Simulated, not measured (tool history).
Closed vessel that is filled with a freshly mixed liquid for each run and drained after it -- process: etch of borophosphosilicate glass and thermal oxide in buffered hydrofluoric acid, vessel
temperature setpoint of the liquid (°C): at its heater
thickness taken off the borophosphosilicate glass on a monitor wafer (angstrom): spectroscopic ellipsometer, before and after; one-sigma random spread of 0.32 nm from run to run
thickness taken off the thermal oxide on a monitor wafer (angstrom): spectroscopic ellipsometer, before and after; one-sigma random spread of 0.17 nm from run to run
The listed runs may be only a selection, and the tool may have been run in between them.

run    day  temperature setpoint of the liquid (°C)  parts of 40 % ammonium fluoride to one part of 49 % hydrofluoric acid (parts by volume)  time in the liquid (s)  thickness taken off the borophosphosilicate glass on a monitor wafer (angstrom)  thickness taken off the thermal oxide on a monitor wafer (angstrom)
  1      0                                       24                                                                                     18.5                      60                                                                           664.02                                                                  388
  2  0.192                                       22                                                                                     20.5                      60                                                                           541.94                                                                319.5
  3  0.308                                       22                                                                                     18.5                      60                                                                           601.59                                                               348.18
  4  0.654                                       22                                                                                     16.5                      60                                                                           668.04                                                               386.88
  5  0.925                                       19                                                                                     16.5                      60                                                                           554.66                                                               325.06
  6  1.188                                       19                                                                                       13                      60                                                                           709.21                                                               417.29
  7  1.433                                     18.5                                                                                       16                      60                                                                           552.99                                                               333.76
  8  1.779                                     18.5                                                                                     18.5                      60                                                                           484.83                                                               286.87

Run 9 is up next; what results do you expect?
  9  2.075                                       18                                                                                       20                      60                                                                                ?                                                                    ?

Run 9 measured thickness taken off the borophosphosilicate glass on a monitor wafer (angstrom) 445.65, thickness taken off the thermal oxide on a monitor wafer (angstrom) 257.05.
